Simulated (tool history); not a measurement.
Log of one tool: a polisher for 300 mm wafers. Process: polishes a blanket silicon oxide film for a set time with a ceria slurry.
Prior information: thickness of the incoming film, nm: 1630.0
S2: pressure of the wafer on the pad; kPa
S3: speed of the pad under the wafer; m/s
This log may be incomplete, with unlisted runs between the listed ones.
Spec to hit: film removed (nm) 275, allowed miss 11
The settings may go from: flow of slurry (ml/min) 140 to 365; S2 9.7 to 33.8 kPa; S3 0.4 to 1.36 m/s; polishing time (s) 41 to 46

run 1 hour=0 | flow_of_slurry_(ml/min)=235 S2=21.4 S3=0.88 polishing_time_(s)=46 | film_removed_(nm)=156.13
run 2 hour=6.4 | flow_of_slurry_(ml/min)=235 S2=21.4 S3=0.72 polishing_time_(s)=46 | film_removed_(nm)=130.11
run 3 hour=13.8 | flow_of_slurry_(ml/min)=235 S2=21.4 S3=0.72 polishing_time_(s)=46 | film_removed_(nm)=128.81
run 4 hour=21.6 | flow_of_slurry_(ml/min)=235 S2=23.4 S3=0.74 polishing_time_(s)=46 | film_removed_(nm)=144.93
run 5 hour=28.8 | flow_of_slurry_(ml/min)=235 S2=23.4 S3=0.62 polishing_time_(s)=46 | film_removed_(nm)=123.48
run 6 hour=32.6 | flow_of_slurry_(ml/min)=235 S2=25.5 S3=0.68 polishing_time_(s)=46 | film_removed_(nm)=146.54
run 7 hour=41.4 | flow_of_slurry_(ml/min)=235 S2=26.9 S3=0.72 polishing_time_(s)=46 | film_removed_(nm)=164.12
run 8 hour=42.2 | flow_of_slurry_(ml/min)=235 S2=28.3 S3=0.76 polishing_time_(s)=46 | film_removed_(nm)=181.11
run 9 hour=44.5 | flow_of_slurry_(ml/min)=245 S2=33.8 S3=0.94 polishing_time_(s)=46 | film_removed_(nm)=259.06

Pick the move, out of 4, that brings all results within their allowed miss; only one does.
run A hour=46.8 | flow_of_slurry_(ml/min)=240 S2=33.8 S3=1.06 polishing_time_(s)=46 | film_removed_(nm)=?
run B hour=46.8 | flow_of_slurry_(ml/min)=245 S2=33.8 S3=1.08 polishing_time_(s)=46 | film_removed_(nm)=?
run C hour=46.8 | flow_of_slurry_(ml/min)=240 S2=33.8 S3=0.92 polishing_time_(s)=44 | film_removed_(nm)=?
run D hour=46.8 | flow_of_slurry_(ml/min)=235 S2=33.8 S3=1.02 polishing_time_(s)=44 | film_removed_(nm)=?

move=A film_removed_(nm)=298.61
move=B film_removed_(nm)=304.53
move=C film_removed_(nm)=249.71
move=D film_removed_(nm)=274.84
A: pushes the last run's worst result past its target
B: pushes the last run's worst result past its target
C: further off than the last run
D: all results land within tolerance of their targets
D is the move that brings every result within its allowed miss.

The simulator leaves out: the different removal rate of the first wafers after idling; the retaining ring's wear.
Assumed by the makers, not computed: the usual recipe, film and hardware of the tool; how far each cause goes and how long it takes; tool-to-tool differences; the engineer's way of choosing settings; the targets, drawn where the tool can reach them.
